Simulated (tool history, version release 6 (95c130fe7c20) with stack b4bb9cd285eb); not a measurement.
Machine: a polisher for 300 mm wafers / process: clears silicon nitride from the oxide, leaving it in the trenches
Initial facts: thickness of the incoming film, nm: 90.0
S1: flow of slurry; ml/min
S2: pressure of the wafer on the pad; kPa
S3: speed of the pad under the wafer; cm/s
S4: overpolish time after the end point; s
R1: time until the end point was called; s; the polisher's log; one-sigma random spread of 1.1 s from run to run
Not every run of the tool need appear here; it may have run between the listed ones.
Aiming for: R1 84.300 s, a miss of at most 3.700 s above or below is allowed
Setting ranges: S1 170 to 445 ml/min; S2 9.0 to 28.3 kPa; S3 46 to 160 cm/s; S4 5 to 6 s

run  hour   S1    S2   S3  S4       R1
  1   0.0  285  18.6  102   6  115.570
  2   3.6  285  18.6  102   6  114.260
  3   7.9  285  18.6  102   5  111.620
  4  14.5  285  19.3  102   5  111.170
  5  15.5  345  19.3  102   5  107.330
  6  23.2  380  19.3  102   5  107.990
  7  27.0  380  20.0  102   5  103.550
  8  32.9  380  20.0  102   5  105.190
  9  40.3  380  20.7  102   5  101.490
 10  42.7  380  21.4  102   5   97.924

4 next moves are on the table. One of them brings every result within its allowed miss. Which?
  A  45.1  410  23.4  120   5   ?
  B  45.1  365  23.4  108   6   ?
  C  45.1  360  21.4  112   5   ?
  D  45.1  395  20.0  142   5   ?

move      R1
   A  77.242
   B  85.350
   C  90.549
   D  77.781
A: takes the result that was furthest off past its target
B: meets every target
C: an improvement on the last run, though not all results are within tolerance
D: takes the result that was furthest off past its target
So the answer is move B, the one that meets all the targets.

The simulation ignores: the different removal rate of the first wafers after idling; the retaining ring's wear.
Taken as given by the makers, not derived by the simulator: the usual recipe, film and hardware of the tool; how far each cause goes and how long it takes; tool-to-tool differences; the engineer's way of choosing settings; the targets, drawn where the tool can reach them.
